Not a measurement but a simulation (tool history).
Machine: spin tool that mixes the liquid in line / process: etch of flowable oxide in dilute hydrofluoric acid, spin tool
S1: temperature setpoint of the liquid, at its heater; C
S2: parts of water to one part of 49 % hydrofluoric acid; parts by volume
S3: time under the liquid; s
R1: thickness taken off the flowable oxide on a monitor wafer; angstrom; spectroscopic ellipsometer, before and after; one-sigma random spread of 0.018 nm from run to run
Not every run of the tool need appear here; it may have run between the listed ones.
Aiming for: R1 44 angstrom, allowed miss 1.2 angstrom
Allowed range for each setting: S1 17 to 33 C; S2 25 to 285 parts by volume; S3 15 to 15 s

{"run": 1, "day": 0.0, "S1": 25, "S2": 155, "S3": 15, "R1": 58.995}
{"run": 2, "day": 0.192, "S1": 22.5, "S2": 155, "S3": 15, "R1": 53.435}
{"run": 3, "day": 0.354, "S1": 22.5, "S2": 155, "S3": 15, "R1": 53.17}
{"run": 4, "day": 0.704, "S1": 22.5, "S2": 110, "S3": 15, "R1": 78.772}
{"run": 5, "day": 0.875, "S1": 20.5, "S2": 125, "S3": 15, "R1": 62.697}
{"run": 6, "day": 1.242, "S1": 20.5, "S2": 125, "S3": 15, "R1": 62.842}
{"day": 1.575, "done": "thermometer replaced"}
{"run": 7, "day": 1.575, "S1": 19.5, "S2": 135, "S3": 15, "R1": 59.741}
{"run": 8, "day": 1.8, "S1": 19, "S2": 150, "S3": 15, "R1": 52.36}
{"run": 9, "day": 1.829, "S1": 18.5, "S2": 155, "S3": 15, "R1": 49.238}
{"run": 10, "day": 2.108, "S1": 18, "S2": 160, "S3": 15, "R1": 46.18}
{"run": 11, "day": 2.371, "S1": 17.5, "S2": 160, "S3": 15, "R1": 45.262}

Which one of the following 5 next-run settings gets every result inside its allowed miss? There is exactly one.
{"run": "A", "day": 2.633, "S1": 17.5, "S2": 155, "S3": 15, "R1": "?"}
{"run": "B", "day": 2.633, "S1": 17, "S2": 160, "S3": 15, "R1": "?"}
{"run": "C", "day": 2.633, "S1": 17, "S2": 150, "S3": 15, "R1": "?"}
{"run": "D", "day": 2.633, "S1": 18, "S2": 160, "S3": 15, "R1": "?"}
{"run": "E", "day": 2.633, "S1": 19, "S2": 160, "S3": 15, "R1": "?"}

move=A R1=47.29
move=B R1=44.673
move=C R1=48.112
move=D R1=46.522
move=E R1=48.428
A: lands further from the targets than the last run did
B: every result within its allowed miss
C: lands further from the targets than the last run did
D: lands further from the targets than the last run did
E: lands further from the targets than the last run did
Correct choice: B, which meets every target

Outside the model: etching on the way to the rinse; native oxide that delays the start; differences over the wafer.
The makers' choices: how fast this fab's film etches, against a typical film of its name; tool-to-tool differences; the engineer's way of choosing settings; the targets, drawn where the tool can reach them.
